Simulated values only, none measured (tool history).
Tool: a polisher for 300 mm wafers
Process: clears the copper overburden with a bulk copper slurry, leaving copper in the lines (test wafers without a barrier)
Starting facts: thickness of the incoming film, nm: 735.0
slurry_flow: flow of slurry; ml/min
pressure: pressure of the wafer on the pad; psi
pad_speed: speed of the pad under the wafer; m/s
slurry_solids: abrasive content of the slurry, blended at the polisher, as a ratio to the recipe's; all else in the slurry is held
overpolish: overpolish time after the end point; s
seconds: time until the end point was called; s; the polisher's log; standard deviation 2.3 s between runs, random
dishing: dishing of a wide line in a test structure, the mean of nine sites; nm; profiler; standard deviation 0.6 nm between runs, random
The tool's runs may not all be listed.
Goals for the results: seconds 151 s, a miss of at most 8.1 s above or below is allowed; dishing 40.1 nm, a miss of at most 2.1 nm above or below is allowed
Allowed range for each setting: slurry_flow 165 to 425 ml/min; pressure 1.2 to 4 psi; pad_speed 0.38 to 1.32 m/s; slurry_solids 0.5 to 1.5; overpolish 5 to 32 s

run,day,slurry_flow,pressure,pad_speed,slurry_solids,overpolish,seconds,dishing
1,0,275,2.6,0.84,1,16,96.259,68.322
2,0.329,275,2.3,0.84,1,15,107.38,61.408
3,0.379,275,2.1,0.84,1,14,113.02,54.724
4,0.679,275,1.9,0.84,1,14,129.7,51.663
5,0.721,275,1.8,0.84,1,13,127.06,46.848
6,0.8,275,2.3,0.84,1,13,106.72,56.766
7,1.121,275,2.1,0.84,1,13,115.69,52.537
8,1.404,275,1.9,0.84,1,13,124.33,48.488
9,1.646,275,1.8,0.84,1,13,133.47,46.736
10,1.904,275,1.7,0.84,1,13,141.98,45

Pick the move, out of 4, that brings all results within their allowed miss; only one does.
A,2.162,220,1.8,0.7,1.15,12,?,?
B,2.162,295,1.2,1.04,1,10,?,?
C,2.162,270,1.8,0.82,0.95,11,?,?
D,2.162,265,1.9,0.74,1.1,11,?,?

move,seconds,dishing
A,153.62,39.837
B,152.59,33.82
C,137.34,40.623
D,138.6,40.471
A: all results in spec
B: takes the result that was furthest off past its target
C: the furthest-off result lands on target, but another misses its tolerance
D: the furthest-off result lands on target, but another misses its tolerance
A is the move that brings every result within its allowed miss.

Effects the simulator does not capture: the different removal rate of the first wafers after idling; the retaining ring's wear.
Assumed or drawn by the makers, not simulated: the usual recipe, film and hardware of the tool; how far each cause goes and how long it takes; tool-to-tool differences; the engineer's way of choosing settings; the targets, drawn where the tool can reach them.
